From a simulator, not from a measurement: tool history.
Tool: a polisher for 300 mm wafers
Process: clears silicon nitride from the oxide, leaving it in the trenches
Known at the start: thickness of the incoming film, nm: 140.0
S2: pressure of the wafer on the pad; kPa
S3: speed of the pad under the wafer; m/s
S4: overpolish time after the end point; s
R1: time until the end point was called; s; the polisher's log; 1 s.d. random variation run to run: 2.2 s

{"run": 1, "day": 0.0, "flow of slurry (ml/min)": 230, "S2": 20.7, "S3": 1.26, "S4": 34, "R1": 95.594}
{"run": 2, "day": 0.154, "flow of slurry (ml/min)": 230, "S2": 18.6, "S3": 1.24, "S4": 34, "R1": 105.34}
{"run": 3, "day": 0.454, "flow of slurry (ml/min)": 230, "S2": 16.5, "S3": 1.22, "S4": 34, "R1": 114.41}
{"run": 4, "day": 0.792, "flow of slurry (ml/min)": 175, "S2": 16.5, "S3": 1.22, "S4": 34, "R1": 118.81}
{"run": 5, "day": 1.092, "flow of slurry (ml/min)": 175, "S2": 16.5, "S3": 1.08, "S4": 34, "R1": 133.46}
{"run": 6, "day": 1.392, "flow of slurry (ml/min)": 175, "S2": 16.5, "S3": 1.38, "S4": 34, "R1": 107.61}

Forecast run 7:
{"run": 7, "day": 1.479, "flow of slurry (ml/min)": 175, "S2": 15.2, "S3": 1.34, "S4": 34, "R1": "?"}

{"run 7": {"R1": 111.43}}
